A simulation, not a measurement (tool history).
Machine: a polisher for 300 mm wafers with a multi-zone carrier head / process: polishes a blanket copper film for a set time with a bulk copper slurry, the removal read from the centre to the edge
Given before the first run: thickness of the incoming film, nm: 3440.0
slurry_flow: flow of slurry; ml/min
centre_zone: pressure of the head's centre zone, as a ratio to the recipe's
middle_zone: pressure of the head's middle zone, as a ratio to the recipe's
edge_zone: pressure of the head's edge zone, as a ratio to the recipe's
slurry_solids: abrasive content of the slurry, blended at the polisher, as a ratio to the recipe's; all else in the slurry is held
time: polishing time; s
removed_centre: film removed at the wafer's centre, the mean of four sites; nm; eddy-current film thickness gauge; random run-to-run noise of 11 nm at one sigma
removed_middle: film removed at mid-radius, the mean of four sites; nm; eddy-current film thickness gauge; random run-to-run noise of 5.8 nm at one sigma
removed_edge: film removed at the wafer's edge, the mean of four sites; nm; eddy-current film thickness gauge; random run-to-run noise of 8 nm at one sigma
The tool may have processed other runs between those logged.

run 1 hour=0.0 | slurry_flow=235 centre_zone=1.00 middle_zone=1.00 edge_zone=1.00 slurry_solids=1.00 time=87 | removed_centre=777.26 removed_middle=781.43 removed_edge=796.28
run 2 hour=1.4 | slurry_flow=215 centre_zone=1.00 middle_zone=1.00 edge_zone=1.00 slurry_solids=1.00 time=87 | removed_centre=784.57 removed_middle=779.27 removed_edge=784.02
run 3 hour=5.1 | slurry_flow=215 centre_zone=1.06 middle_zone=1.00 edge_zone=1.00 slurry_solids=1.00 time=87 | removed_centre=813.93 removed_middle=768.72 removed_edge=779.08
run 4 hour=13.1 | slurry_flow=225 centre_zone=1.04 middle_zone=1.02 edge_zone=1.02 slurry_solids=1.00 time=87 | removed_centre=802.21 removed_middle=799.41 removed_edge=803.72
run 5 hour=16.8 | slurry_flow=225 centre_zone=1.04 middle_zone=1.02 edge_zone=1.02 slurry_solids=0.90 time=87 | removed_centre=796.32 removed_middle=779.17 removed_edge=785.62
run 6 hour=24.9 | slurry_flow=225 centre_zone=1.04 middle_zone=1.02 edge_zone=1.02 slurry_solids=1.10 time=87 | removed_centre=831.50 removed_middle=806.66 removed_edge=816.35
run 7 hour=27.7 | slurry_flow=235 centre_zone=1.02 middle_zone=1.03 edge_zone=1.03 slurry_solids=1.10 time=87 | removed_centre=810.49 removed_middle=816.74 removed_edge=802.85

What will run 8 give?
run 8 hour=32.5 | slurry_flow=235 centre_zone=1.00 middle_zone=1.03 edge_zone=1.05 slurry_solids=1.15 time=88 | removed_centre=? removed_middle=? removed_edge=?

Logged for run 8: removed_centre 808.60 nm, removed_middle 845.57 nm, removed_edge 852.23 nm.
